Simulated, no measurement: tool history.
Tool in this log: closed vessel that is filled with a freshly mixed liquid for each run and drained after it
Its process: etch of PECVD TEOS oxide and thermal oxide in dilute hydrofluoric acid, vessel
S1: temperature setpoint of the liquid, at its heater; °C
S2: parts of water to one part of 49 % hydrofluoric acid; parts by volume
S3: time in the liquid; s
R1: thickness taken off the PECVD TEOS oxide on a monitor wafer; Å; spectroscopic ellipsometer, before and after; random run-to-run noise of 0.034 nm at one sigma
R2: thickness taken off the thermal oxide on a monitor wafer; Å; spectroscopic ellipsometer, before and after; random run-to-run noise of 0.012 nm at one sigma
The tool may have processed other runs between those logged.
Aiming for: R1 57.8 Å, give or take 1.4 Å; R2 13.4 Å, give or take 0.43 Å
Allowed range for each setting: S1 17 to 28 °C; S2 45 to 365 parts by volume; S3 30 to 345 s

run    day    S1   S2   S3      R1      R2
  1      0    20  205  175  118.48   27.05
  2  0.108    20  230  175  104.27  23.744
  3  0.329  19.5  240  175  96.584  22.217
  4  0.688  19.5  210  175  113.78  26.303
  5  0.779  19.5  210  125  80.236  18.765
  6  0.946  19.5  150  125  120.09  28.057
  7  1.329    19  165  125  104.21  24.489
  8  1.525    19  175  125  98.478  22.801
  9  1.712    19  185  125  91.548  21.536
 10  1.829    19  195  125  86.263  19.893
 11  1.983    19  200  125  83.839  19.103

4 candidate next runs follow, results not yet known. Just one meets every target within its allowed miss. Identify it.
  A  2.138    21  230  100   ?   ?
  B  2.138    27  105   30   ?   ?
  C  2.138  18.5  205   95   ?   ?
  D  2.138    28  105   30   ?   ?

move      R1      R2
   A  61.165  14.263
   B  58.055  13.538
   C  60.672  14.148
   D  60.316  14.065
A: moves toward the targets from the last run without getting all of them in spec
B: all results in spec
C: moves toward the targets from the last run without getting all of them in spec
D: moves toward the targets from the last run without getting all of them in spec
Answer: B
